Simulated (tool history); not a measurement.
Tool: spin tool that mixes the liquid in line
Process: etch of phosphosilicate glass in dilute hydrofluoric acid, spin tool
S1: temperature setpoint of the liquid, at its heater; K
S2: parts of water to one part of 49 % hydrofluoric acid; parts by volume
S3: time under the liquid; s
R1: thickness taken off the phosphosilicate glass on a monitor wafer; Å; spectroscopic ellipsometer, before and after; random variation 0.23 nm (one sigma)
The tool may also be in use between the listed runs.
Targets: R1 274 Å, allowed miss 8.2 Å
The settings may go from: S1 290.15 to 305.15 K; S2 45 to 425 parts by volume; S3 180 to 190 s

{"run": 1, "day": 0.0, "S1": 297.15, "S2": 235, "S3": 180, "R1": 404.72}
{"run": 2, "day": 0.088, "S1": 297.15, "S2": 235, "S3": 180, "R1": 403.66}
{"run": 3, "day": 0.242, "S1": 295.65, "S2": 240, "S3": 180, "R1": 374.28}
{"run": 4, "day": 0.404, "S1": 295.65, "S2": 170, "S3": 180, "R1": 571.07}
{"run": 5, "day": 0.5, "S1": 294.65, "S2": 195, "S3": 180, "R1": 459.18}
{"run": 6, "day": 0.779, "S1": 293.65, "S2": 210, "S3": 180, "R1": 412.57}
{"run": 7, "day": 1.092, "S1": 292.65, "S2": 220, "S3": 180, "R1": 369.48}
{"run": 8, "day": 1.217, "S1": 292.15, "S2": 230, "S3": 180, "R1": 342.41}
{"run": 9, "day": 1.55, "S1": 292.15, "S2": 230, "S3": 180, "R1": 344.93}

Which of these 4 next moves meets every target?
{"run": "A", "day": 1.883, "S1": 291.15, "S2": 280, "S3": 180, "R1": "?"}
{"run": "B", "day": 1.883, "S1": 290.15, "S2": 260, "S3": 180, "R1": "?"}
{"run": "C", "day": 1.883, "S1": 291.65, "S2": 255, "S3": 180, "R1": "?"}
{"run": "D", "day": 1.883, "S1": 291.15, "S2": 180, "S3": 190, "R1": "?"}

move=A R1=263.85
move=B R1=278.27
move=C R1=301.86
move=D R1=474.54
A: takes the result that was furthest off past its target
B: meets every target
C: nearer than the last run, and not there yet
D: further off than the last run
Move B is the one to make.
